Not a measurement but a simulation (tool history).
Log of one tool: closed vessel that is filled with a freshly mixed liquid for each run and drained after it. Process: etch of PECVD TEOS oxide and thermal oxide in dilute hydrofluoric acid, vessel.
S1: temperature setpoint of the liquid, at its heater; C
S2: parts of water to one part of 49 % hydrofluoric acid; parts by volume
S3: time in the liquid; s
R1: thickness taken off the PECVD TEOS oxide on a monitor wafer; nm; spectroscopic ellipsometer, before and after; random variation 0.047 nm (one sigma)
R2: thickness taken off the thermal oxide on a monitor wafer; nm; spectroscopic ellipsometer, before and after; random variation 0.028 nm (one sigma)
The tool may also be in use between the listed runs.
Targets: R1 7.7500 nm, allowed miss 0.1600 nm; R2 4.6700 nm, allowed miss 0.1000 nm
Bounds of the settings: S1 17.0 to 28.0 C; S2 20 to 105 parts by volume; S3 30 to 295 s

{"run": 1, "hour": 0.0, "S1": 20.0, "S2": 55, "S3": 150, "R1": 21.11, "R2": 12.57}
{"run": 2, "hour": 4.9, "S1": 20.0, "S2": 35, "S3": 150, "R1": 33.527, "R2": 20.278}
{"run": 3, "hour": 9.9, "S1": 18.0, "S2": 35, "S3": 150, "R1": 31.008, "R2": 18.635}
{"run": 4, "hour": 12.2, "S1": 18.0, "S2": 35, "S3": 120, "R1": 24.868, "R2": 14.915}
{"run": 5, "hour": 17.6, "S1": 18.0, "S2": 40, "S3": 120, "R1": 21.649, "R2": 12.925}
{"run": 6, "hour": 21.0, "S1": 18.0, "S2": 40, "S3": 165, "R1": 29.448, "R2": 17.857}
{"run": 7, "hour": 24.9, "S1": 18.0, "S2": 45, "S3": 165, "R1": 25.97, "R2": 15.854}
{"run": 8, "hour": 33.9, "S1": 18.0, "S2": 45, "S3": 165, "R1": 26.205, "R2": 15.794}
{"run": 9, "hour": 37.0, "S1": 18.0, "S2": 50, "S3": 165, "R1": 23.612, "R2": 14.209}
{"run": 10, "hour": 41.0, "S1": 18.0, "S2": 55, "S3": 165, "R1": 21.497, "R2": 12.764}
{"run": 11, "hour": 43.5, "S1": 18.0, "S2": 55, "S3": 165, "R1": 21.19, "R2": 12.725}
{"run": 12, "hour": 50.4, "S1": 18.0, "S2": 60, "S3": 165, "R1": 19.202, "R2": 11.795}

4 next moves are on the table. One of them brings every result within its allowed miss. Which?
{"run": "A", "hour": 57.3, "S1": 20.0, "S2": 70, "S3": 75, "R1": "?", "R2": "?"}
{"run": "B", "hour": 57.3, "S1": 22.5, "S2": 95, "S3": 95, "R1": "?", "R2": "?"}
{"run": "C", "hour": 57.3, "S1": 17.0, "S2": 85, "S3": 105, "R1": "?", "R2": "?"}
{"run": "D", "hour": 57.3, "S1": 19.0, "S2": 75, "S3": 80, "R1": "?", "R2": "?"}

move=A R1=8.1078 R2=4.9101
move=B R1=8.1420 R2=4.9308
move=C R1=8.0990 R2=4.9048
move=D R1=7.6953 R2=4.6603
A: nearer than the last run, and not there yet
B: nearer than the last run, and not there yet
C: nearer than the last run, and not there yet
D: meets every target
Answer: D

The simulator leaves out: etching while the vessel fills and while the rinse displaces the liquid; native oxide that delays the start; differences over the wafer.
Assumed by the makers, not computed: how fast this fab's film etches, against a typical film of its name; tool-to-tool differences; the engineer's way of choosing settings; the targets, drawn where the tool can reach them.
